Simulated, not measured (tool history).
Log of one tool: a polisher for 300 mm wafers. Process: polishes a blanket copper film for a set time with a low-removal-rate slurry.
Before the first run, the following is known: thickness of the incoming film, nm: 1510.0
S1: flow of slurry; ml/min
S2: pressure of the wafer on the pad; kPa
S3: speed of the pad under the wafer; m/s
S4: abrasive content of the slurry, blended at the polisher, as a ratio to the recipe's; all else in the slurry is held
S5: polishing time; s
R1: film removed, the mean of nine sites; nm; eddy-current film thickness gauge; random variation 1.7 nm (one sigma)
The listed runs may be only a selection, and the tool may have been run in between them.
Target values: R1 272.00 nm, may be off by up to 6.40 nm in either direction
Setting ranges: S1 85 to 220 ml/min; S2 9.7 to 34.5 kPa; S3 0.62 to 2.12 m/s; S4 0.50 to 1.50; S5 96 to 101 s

run 1 hour=0.0 | S1=140 S2=22.1 S3=1.36 S4=1.00 S5=96 | R1=398.34
run 2 hour=3.9 | S1=140 S2=22.1 S3=1.36 S4=1.00 S5=96 | R1=392.54
run 3 hour=9.0 | S1=140 S2=22.1 S3=1.06 S4=1.00 S5=96 | R1=335.11
run 4 hour=12.5 | S1=140 S2=22.1 S3=1.06 S4=1.00 S5=101 | R1=352.21
run 5 hour=17.0 | S1=135 S2=21.4 S3=1.06 S4=1.00 S5=101 | R1=339.95
run 6 hour=21.2 | S1=135 S2=21.4 S3=1.06 S4=0.80 S5=101 | R1=326.42
run 7 hour=29.4 | S1=130 S2=20.7 S3=1.06 S4=0.80 S5=101 | R1=313.77
run 8 hour=36.9 | S1=125 S2=20.0 S3=1.06 S4=0.80 S5=101 | R1=304.65
run 9 hour=38.9 | S1=120 S2=19.3 S3=1.06 S4=0.80 S5=101 | R1=295.44

Exactly one of the 5 candidate moves below puts every result within its allowed miss. Which one?
run A hour=40.9 | S1=115 S2=18.6 S3=1.12 S4=0.70 S5=97 | R1=?
run B hour=40.9 | S1=125 S2=18.6 S3=1.14 S4=0.80 S5=96 | R1=?
run C hour=40.9 | S1=120 S2=22.8 S3=1.10 S4=0.75 S5=96 | R1=?
run D hour=40.9 | S1=120 S2=20.0 S3=1.36 S4=0.80 S5=97 | R1=?
run E hour=40.9 | S1=110 S2=14.5 S3=1.60 S4=0.80 S5=101 | R1=?

move=A R1=273.34
move=B R1=286.46
move=C R1=318.75
move=D R1=340.67
move=E R1=309.14
A: meets every target
B: nearer than the last run, and not there yet
C: moves away from the targets compared with the last run
D: moves away from the targets compared with the last run
E: moves away from the targets compared with the last run
A meets every target.
